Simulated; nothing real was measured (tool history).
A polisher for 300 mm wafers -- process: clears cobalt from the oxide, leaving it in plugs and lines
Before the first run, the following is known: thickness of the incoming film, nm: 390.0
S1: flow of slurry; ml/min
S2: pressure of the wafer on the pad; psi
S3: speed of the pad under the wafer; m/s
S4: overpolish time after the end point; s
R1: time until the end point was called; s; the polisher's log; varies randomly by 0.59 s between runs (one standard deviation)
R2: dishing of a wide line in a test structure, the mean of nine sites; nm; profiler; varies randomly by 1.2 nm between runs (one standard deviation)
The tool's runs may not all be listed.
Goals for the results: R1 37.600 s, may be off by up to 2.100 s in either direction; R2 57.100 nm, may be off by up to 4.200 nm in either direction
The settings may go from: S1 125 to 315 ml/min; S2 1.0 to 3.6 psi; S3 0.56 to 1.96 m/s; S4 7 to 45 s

| run | hour | S1 | S2 | S3 | S4 | R1 | R2 |
|---|---|---|---|---|---|---|---|
| 1 | 0.0 | 205 | 2.3 | 1.26 | 23 | 45.603 | 62.049 |
| 2 | 0.6 | 205 | 2.4 | 1.26 | 20 | 45.549 | 63.028 |
| 3 | 6.3 | 205 | 2.4 | 1.36 | 17 | 42.209 | 61.433 |
| 4 | 8.4 | 205 | 2.6 | 1.36 | 17 | 39.714 | 60.456 |
| 5 | 11.8 | 205 | 2.1 | 1.36 | 17 | 45.250 | 59.701 |
| 6 | 15.2 | 205 | 2.2 | 1.38 | 15 | 44.230 | 56.845 |
| 7 | 18.8 | 205 | 2.3 | 1.40 | 14 | 42.701 | 56.786 |
| 8 | 26.4 | 205 | 2.3 | 1.40 | 14 | 41.345 | 55.177 |
| 9 | 30.2 | 205 | 2.5 | 1.42 | 17 | 39.172 | 61.920 |

Consider the 5 candidate settings below. Which is the only one whose results all fall within their allowed miss of target?
| A | 34.0 | 165 | 2.2 | 1.50 | 21 | ? | ? |
| B | 34.0 | 190 | 2.1 | 1.66 | 23 | ? | ? |
| C | 34.0 | 200 | 2.4 | 1.52 | 20 | ? | ? |
| D | 34.0 | 190 | 1.9 | 1.54 | 18 | ? | ? |
| E | 34.0 | 200 | 2.5 | 1.50 | 12 | ? | ? |

| move | R1 | R2 |
|---|---|---|
| A | 40.781 | 61.922 |
| B | 37.191 | 63.329 |
| C | 37.118 | 62.305 |
| D | 42.402 | 59.728 |
| E | 36.650 | 55.536 |
A: the biggest miss grows against the last run
B: the biggest miss grows against the last run
C: the biggest miss grows against the last run
D: meets the target for the result that was furthest off, but another lies outside its allowed miss
E: each result inside its tolerance
Go with E: it meets all targets.
